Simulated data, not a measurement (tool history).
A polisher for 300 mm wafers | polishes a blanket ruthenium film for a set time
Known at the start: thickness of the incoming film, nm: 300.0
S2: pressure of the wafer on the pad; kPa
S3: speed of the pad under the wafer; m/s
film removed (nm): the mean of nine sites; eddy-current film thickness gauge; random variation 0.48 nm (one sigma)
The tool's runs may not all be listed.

{"run": 1, "hour": 0.0, "flow of slurry (ml/min)": 135, "S2": 15.2, "S3": 1.12, "polishing time (s)": 46, "film removed (nm)": 57.175}
{"run": 2, "hour": 3.3, "flow of slurry (ml/min)": 125, "S2": 13.8, "S3": 1.12, "polishing time (s)": 46, "film removed (nm)": 52.25}
{"run": 3, "hour": 5.6, "flow of slurry (ml/min)": 125, "S2": 9.7, "S3": 1.12, "polishing time (s)": 46, "film removed (nm)": 40.754}
{"run": 4, "hour": 8.7, "flow of slurry (ml/min)": 125, "S2": 9.7, "S3": 1.12, "polishing time (s)": 48, "film removed (nm)": 43.249}
{"run": 5, "hour": 9.3, "flow of slurry (ml/min)": 125, "S2": 9.7, "S3": 1.0, "polishing time (s)": 48, "film removed (nm)": 38.114}
{"run": 6, "hour": 14.5, "flow of slurry (ml/min)": 95, "S2": 9.7, "S3": 1.0, "polishing time (s)": 48, "film removed (nm)": 36.132}
{"run": 7, "hour": 21.9, "flow of slurry (ml/min)": 100, "S2": 10.3, "S3": 1.0, "polishing time (s)": 48, "film removed (nm)": 38.652}
{"run": 8, "hour": 27.7, "flow of slurry (ml/min)": 105, "S2": 10.3, "S3": 1.0, "polishing time (s)": 48, "film removed (nm)": 38.461}

Run 9 comes next. What will it give?
{"run": 9, "hour": 34.9, "flow of slurry (ml/min)": 110, "S2": 10.3, "S3": 1.0, "polishing time (s)": 48, "film removed (nm)": "?"}

film removed (nm): 38.468
